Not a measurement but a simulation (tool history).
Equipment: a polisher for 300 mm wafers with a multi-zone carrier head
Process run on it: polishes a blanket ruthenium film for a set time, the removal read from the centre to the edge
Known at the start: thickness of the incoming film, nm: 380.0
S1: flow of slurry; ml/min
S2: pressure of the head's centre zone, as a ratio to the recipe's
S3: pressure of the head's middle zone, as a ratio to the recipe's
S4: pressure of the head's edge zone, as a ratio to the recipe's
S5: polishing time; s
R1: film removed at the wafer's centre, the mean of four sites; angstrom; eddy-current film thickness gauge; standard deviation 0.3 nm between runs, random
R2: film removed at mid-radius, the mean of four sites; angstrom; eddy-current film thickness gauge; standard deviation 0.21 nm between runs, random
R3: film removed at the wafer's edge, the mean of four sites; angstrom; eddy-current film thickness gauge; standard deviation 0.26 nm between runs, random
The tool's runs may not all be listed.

run,hour,S1,S2,S3,S4,S5,R1,R2,R3
1,0.0,240,1.00,1.00,1.00,30,331.59,327.55,327.16
2,0.9,240,1.00,1.00,0.95,30,330.54,326.41,314.16
3,1.7,240,1.06,1.00,0.95,30,349.34,326.55,321.33
4,5.3,240,1.07,0.98,0.93,28,332.31,299.67,290.83
5,9.6,240,1.07,0.89,0.93,28,323.92,273.19,294.32
6,11.7,240,1.07,0.89,0.93,32,379.36,321.38,336.88
7,15.2,240,1.07,0.89,0.91,30,355.81,298.24,315.10
8,23.4,240,1.08,0.89,0.90,28,335.66,274.06,295.73
9,24.9,235,1.12,0.95,0.81,20,243.02,208.85,200.60

Run 10, settings as shown, results not yet in. Your forecast:
10,31.9,235,1.12,0.94,0.82,20,?,?,?

{"run 10": {"R1": 247.22, "R2": 206.13, "R3": 198.94}}

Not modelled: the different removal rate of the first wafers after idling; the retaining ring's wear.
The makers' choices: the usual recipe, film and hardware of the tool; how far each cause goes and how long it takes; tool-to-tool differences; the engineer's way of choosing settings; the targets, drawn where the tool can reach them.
